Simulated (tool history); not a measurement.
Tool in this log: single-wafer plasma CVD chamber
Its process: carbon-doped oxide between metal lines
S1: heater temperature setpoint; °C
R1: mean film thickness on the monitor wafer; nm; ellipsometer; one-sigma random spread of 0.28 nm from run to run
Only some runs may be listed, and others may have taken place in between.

run 1 hour=0.0 | S1=330 chamber_pressure_(Pa)=875 RF_power_(W)=615 deposition_time_(s)=13.4 | R1=83.648
run 2 hour=5.3 | S1=330 chamber_pressure_(Pa)=875 RF_power_(W)=615 deposition_time_(s)=12.7 | R1=79.562
run 3 hour=10.2 | S1=327 chamber_pressure_(Pa)=899 RF_power_(W)=625 deposition_time_(s)=12.7 | R1=81.078
run 4 hour=17.2 | S1=318 chamber_pressure_(Pa)=899 RF_power_(W)=625 deposition_time_(s)=12.7 | R1=83.542
run 5 hour=26.2 | S1=324 chamber_pressure_(Pa)=899 RF_power_(W)=625 deposition_time_(s)=12.7 | R1=81.902
run 6 hour=34.6 | S1=324 chamber_pressure_(Pa)=899 RF_power_(W)=625 deposition_time_(s)=13.4 | R1=86.531

Estimate the outcome of run 7 from the log above:
run 7 hour=38.1 | S1=323 chamber_pressure_(Pa)=907 RF_power_(W)=625 deposition_time_(s)=13.4 | R1=?

{"run 7": {"R1": 86.839}}
